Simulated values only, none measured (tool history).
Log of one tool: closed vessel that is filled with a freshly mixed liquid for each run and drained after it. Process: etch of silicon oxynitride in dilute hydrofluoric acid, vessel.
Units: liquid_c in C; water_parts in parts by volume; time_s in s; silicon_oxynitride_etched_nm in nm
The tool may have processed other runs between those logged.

Run 1, hour 0.0: liquid_c 22.0 C, water_parts 265 parts by volume, time_s 3120 s. Result: silicon_oxynitride_etched_nm 16.684 nm.
Run 2, hour 3.1: liquid_c 22.0 C, water_parts 315 parts by volume, time_s 3120 s. Result: silicon_oxynitride_etched_nm 13.848 nm.
Run 3, hour 11.1: liquid_c 23.0 C, water_parts 315 parts by volume, time_s 3120 s. Result: silicon_oxynitride_etched_nm 14.325 nm.
Run 4, hour 20.9: liquid_c 24.0 C, water_parts 315 parts by volume, time_s 3120 s. Result: silicon_oxynitride_etched_nm 15.015 nm.
Run 5, hour 22.6: liquid_c 25.0 C, water_parts 315 parts by volume, time_s 3120 s. Result: silicon_oxynitride_etched_nm 15.640 nm.
Run 6, hour 26.4: liquid_c 25.0 C, water_parts 390 parts by volume, time_s 3120 s. Result: silicon_oxynitride_etched_nm 11.843 nm.
Run 7, hour 30.4: liquid_c 25.5 C, water_parts 380 parts by volume, time_s 3120 s. Result: silicon_oxynitride_etched_nm 12.663 nm.
Run 8, hour 32.4: liquid_c 26.0 C, water_parts 370 parts by volume, time_s 3120 s. Result: silicon_oxynitride_etched_nm 13.410 nm.
Run 9, hour 37.6: liquid_c 26.5 C, water_parts 360 parts by volume, time_s 3120 s. Result: silicon_oxynitride_etched_nm 13.878 nm.
Run 10, hour 46.3: liquid_c 27.0 C, water_parts 350 parts by volume, time_s 3120 s. Result: silicon_oxynitride_etched_nm 15.135 nm.

Estimate the outcome of run 11 from the log above:
Run 11, hour 51.5: liquid_c 27.5 C, water_parts 345 parts by volume, time_s 3120 s. Result: silicon_oxynitride_etched_nm ?.

silicon_oxynitride_etched_nm: 15.527 nm

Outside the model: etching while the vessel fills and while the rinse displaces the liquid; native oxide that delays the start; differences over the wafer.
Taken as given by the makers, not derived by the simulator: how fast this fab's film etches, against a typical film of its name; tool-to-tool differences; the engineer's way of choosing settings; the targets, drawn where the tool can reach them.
